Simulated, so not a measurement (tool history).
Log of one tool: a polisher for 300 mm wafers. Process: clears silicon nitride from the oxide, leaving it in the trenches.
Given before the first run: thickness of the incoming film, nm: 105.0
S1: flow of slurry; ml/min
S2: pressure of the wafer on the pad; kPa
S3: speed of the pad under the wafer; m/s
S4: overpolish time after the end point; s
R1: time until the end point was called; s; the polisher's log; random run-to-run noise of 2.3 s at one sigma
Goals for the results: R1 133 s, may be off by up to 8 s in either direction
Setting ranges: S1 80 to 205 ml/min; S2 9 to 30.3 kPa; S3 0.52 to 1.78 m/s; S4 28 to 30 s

Run 1, hour 0: S1 135 ml/min, S2 19.3 kPa, S3 1.14 m/s, S4 28 s. Result: R1 99.587 s.
Run 2, hour 3.8: S1 135 ml/min, S2 17.9 kPa, S3 1.12 m/s, S4 28 s. Result: R1 108.41 s.
Run 3, hour 9.5: S1 135 ml/min, S2 17.2 kPa, S3 1.12 m/s, S4 28 s. Result: R1 114.49 s.
Run 4, hour 10.9: S1 135 ml/min, S2 17.2 kPa, S3 1.26 m/s, S4 28 s. Result: R1 103.6 s.
Run 5, hour 17.8: S1 135 ml/min, S2 17.2 kPa, S3 1.26 m/s, S4 30 s. Result: R1 97.758 s.
Run 6, hour 22.2: S1 135 ml/min, S2 17.2 kPa, S3 1.26 m/s, S4 30 s. Result: R1 103.39 s.
Run 7, hour 27.2: S1 135 ml/min, S2 15.9 kPa, S3 1.26 m/s, S4 30 s. Result: R1 109.39 s.
Run 8, hour 35.3: S1 135 ml/min, S2 15.2 kPa, S3 1.26 m/s, S4 30 s. Result: R1 117.74 s.
Run 9, hour 40.7: S1 135 ml/min, S2 14.5 kPa, S3 1.26 m/s, S4 30 s. Result: R1 120.28 s.

Below are 5 possible settings for the next run. Only one of them brings all results inside the allowed miss of their targets. Which is it?
Run A, hour 46.1: S1 160 ml/min, S2 14.5 kPa, S3 1.4 m/s, S4 30 s. Result: R1 ?.
Run B, hour 46.1: S1 145 ml/min, S2 15.9 kPa, S3 0.92 m/s, S4 30 s. Result: R1 ?.
Run C, hour 46.1: S1 130 ml/min, S2 13.1 kPa, S3 1.44 m/s, S4 30 s. Result: R1 ?.
Run D, hour 46.1: S1 155 ml/min, S2 11 kPa, S3 1.42 m/s, S4 28 s. Result: R1 ?.
Run E, hour 46.1: S1 120 ml/min, S2 13.1 kPa, S3 1.12 m/s, S4 28 s. Result: R1 ?.

move      R1
   A  105.72
   B  147.96
   C  117.43
   D  135.88
   E  152.37
A: further off than the last run
B: the result that was furthest off in the last run now lies on the other side of its target
C: further off than the last run
D: hits every target within its allowed miss
E: the result that was furthest off in the last run now lies on the other side of its target
Go with D: it meets all targets.
